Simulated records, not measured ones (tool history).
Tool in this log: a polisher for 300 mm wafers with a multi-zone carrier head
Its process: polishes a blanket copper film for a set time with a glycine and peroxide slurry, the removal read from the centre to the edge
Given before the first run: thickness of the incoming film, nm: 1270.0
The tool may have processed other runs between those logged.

| run | hour | flow of slurry (ml/min) | pressure of the head's centre zone | pressure of the head's middle zone | pressure of the head's edge zone | polishing time (s) | film removed at the wafer's centre (nm) | film removed at mid-radius (nm) | film removed at the wafer's edge (nm) |
|---|---|---|---|---|---|---|---|---|---|
| 1 | 0 | 130 | 1 | 1 | 1 | 31 | 169.91 | 186.95 | 170.77 |
| 2 | 1.5 | 130 | 1 | 1 | 1 | 38 | 216.78 | 221.49 | 211.99 |
| 3 | 4 | 130 | 1 | 0.92 | 1 | 38 | 215.44 | 209.65 | 208 |
| 4 | 5.5 | 130 | 1 | 1 | 1 | 38 | 212.06 | 224.86 | 214.43 |
| 5 | 10.6 | 130 | 1 | 1 | 1 | 31 | 175.21 | 185.67 | 174.59 |
| 6 | 17.2 | 130 | 1.05 | 1 | 1 | 31 | 185.17 | 187.65 | 171.68 |
| 7 | 25.3 | 130 | 1.03 | 0.98 | 1.04 | 32 | 190.32 | 186.02 | 182.13 |
| 8 | 28.6 | 165 | 0.93 | 0.98 | 1.14 | 35 | 189.68 | 215.59 | 213.6 |

The next listed run, before its measurement:
| 9 | 32.3 | 160 | 0.93 | 0.96 | 1.15 | 35 | ? | ? | ? |

Run 9 measured film removed at the wafer's centre (nm) 191.64, film removed at mid-radius (nm) 206.53, film removed at the wafer's edge (nm) 216.91.
